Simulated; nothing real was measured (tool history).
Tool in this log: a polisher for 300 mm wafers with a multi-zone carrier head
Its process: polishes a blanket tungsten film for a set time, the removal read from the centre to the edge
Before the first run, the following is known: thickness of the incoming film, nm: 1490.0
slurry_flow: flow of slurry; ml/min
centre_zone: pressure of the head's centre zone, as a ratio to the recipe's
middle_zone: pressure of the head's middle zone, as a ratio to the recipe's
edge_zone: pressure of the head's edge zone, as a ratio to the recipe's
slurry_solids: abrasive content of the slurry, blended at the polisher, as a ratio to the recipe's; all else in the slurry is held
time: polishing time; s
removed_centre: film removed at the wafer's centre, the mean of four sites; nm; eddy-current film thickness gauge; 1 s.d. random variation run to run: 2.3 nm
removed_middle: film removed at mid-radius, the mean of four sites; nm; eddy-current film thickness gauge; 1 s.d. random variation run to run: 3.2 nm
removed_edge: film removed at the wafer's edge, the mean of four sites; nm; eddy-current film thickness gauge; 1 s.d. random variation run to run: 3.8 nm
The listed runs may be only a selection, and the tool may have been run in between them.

run  hour  slurry_flow  centre_zone  middle_zone  edge_zone  slurry_solids  time  removed_centre  removed_middle  removed_edge
  1   0.0          250         1.00         1.00       1.00            1.0    47          207.29          200.42        202.55
  2   5.2          250         1.00         1.00       1.00            1.0    51          222.84          217.00        232.02
  3   8.1          310         1.00         1.00       1.00            1.0    51          227.12          229.70        229.56
  4  16.3          310         1.00         1.00       1.00            1.0    60          267.10          270.03        273.62
  5  16.9          300         1.00         0.99       1.01            1.0    60          265.99          259.68        276.45
  6  24.6          295         1.00         0.98       1.01            1.0    60          263.77          259.64        276.28
  7  25.2          290         1.00         0.97       1.01            1.0    60          266.60          262.87        270.84

Run 8 has not been measured yet. What should we expect?
  8  33.4          275         1.01         0.97       1.03            1.0    60               ?               ?             ?

{"run 8": {"removed_centre": 264.89, "removed_middle": 258.73, "removed_edge": 267.97}}

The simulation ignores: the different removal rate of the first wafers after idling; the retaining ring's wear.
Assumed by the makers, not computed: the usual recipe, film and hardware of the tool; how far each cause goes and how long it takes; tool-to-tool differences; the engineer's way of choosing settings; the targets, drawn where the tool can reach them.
